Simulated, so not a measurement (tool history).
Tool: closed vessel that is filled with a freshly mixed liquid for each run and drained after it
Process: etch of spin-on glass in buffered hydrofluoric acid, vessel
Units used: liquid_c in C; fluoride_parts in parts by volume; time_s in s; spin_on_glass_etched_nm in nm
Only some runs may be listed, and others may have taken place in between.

| run | hour | liquid_c | fluoride_parts | time_s | spin_on_glass_etched_nm |
|---|---|---|---|---|---|
| 1 | 0 | 23 | 15.5 | 85 | 218.83 |
| 2 | 1.7 | 21.5 | 16 | 85 | 197.09 |
| 3 | 10.6 | 23.5 | 16 | 85 | 213.37 |
| 4 | 16.1 | 23.5 | 16 | 95 | 240.42 |
| 5 | 17.5 | 21 | 16 | 95 | 210.33 |
| 6 | 21.4 | 20 | 16.5 | 95 | 194.68 |

Forecast run 7:
| 7 | 23.1 | 19.5 | 17 | 95 | ? |

{"run 7": {"spin_on_glass_etched_nm": 184.28}}
